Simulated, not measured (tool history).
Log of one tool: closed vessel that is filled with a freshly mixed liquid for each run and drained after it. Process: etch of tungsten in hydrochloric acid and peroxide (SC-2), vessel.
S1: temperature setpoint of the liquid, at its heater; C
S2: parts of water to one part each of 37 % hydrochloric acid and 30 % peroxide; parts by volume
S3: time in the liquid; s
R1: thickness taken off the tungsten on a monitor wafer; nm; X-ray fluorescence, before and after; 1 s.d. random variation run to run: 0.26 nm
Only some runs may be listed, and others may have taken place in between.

| run | hour | S1 | S2 | S3 | R1 |
|---|---|---|---|---|---|
| 1 | 0.0 | 57.0 | 7.0 | 30 | 11.735 |
| 2 | 5.9 | 58.5 | 7.0 | 30 | 12.903 |
| 3 | 11.9 | 58.5 | 5.5 | 30 | 15.696 |
| 4 | 15.0 | 58.5 | 4.0 | 30 | 19.442 |
| 5 | 17.7 | 58.5 | 4.0 | 30 | 19.445 |
| 6 | 18.2 | 58.5 | 5.0 | 30 | 17.017 |

Forecast run 7:
| 7 | 19.2 | 66.5 | 5.0 | 30 | ? |

Run 7 measured R1 27.350 nm.
